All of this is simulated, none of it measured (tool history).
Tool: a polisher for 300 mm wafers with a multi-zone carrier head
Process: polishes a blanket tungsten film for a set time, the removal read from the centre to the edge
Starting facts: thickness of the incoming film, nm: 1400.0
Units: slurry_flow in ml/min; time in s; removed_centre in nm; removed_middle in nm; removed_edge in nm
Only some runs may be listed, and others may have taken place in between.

run	hour	slurry_flow	centre_zone	middle_zone	edge_zone	slurry_solids	time	removed_centre	removed_middle	removed_edge
1	0	195	1	1	1	1	51	173.92	181.25	175.79
2	8	195	1	1	0.92	1	51	173.21	173.88	165.91
3	16.1	195	1.04	1	0.92	1	51	181.97	177.55	167.75
4	18.8	200	1.05	1	0.97	1.1	52	192.08	184.17	182.87
5	19.6	240	1.05	1	0.97	1.1	52	191.9	186.09	183.88
6	27.8	200	1.05	1	0.97	1.1	52	190.08	179.47	180.37
7	35.4	225	1.07	1.09	1.07	1.35	58	226.16	228.71	217.8
8	40.7	225	1.07	1.09	1.08	1.4	58	224.01	231.31	217.83
9	48.8	230	1.07	1.08	1.09	1.4	58	223.66	230.21	221.35

For run 10, what comes out?
10	49.6	235	1.08	1.08	1.1	1.4	58	?	?	?

{"run 10": {"removed_centre": 226.73, "removed_middle": 225.45, "removed_edge": 221.83}}
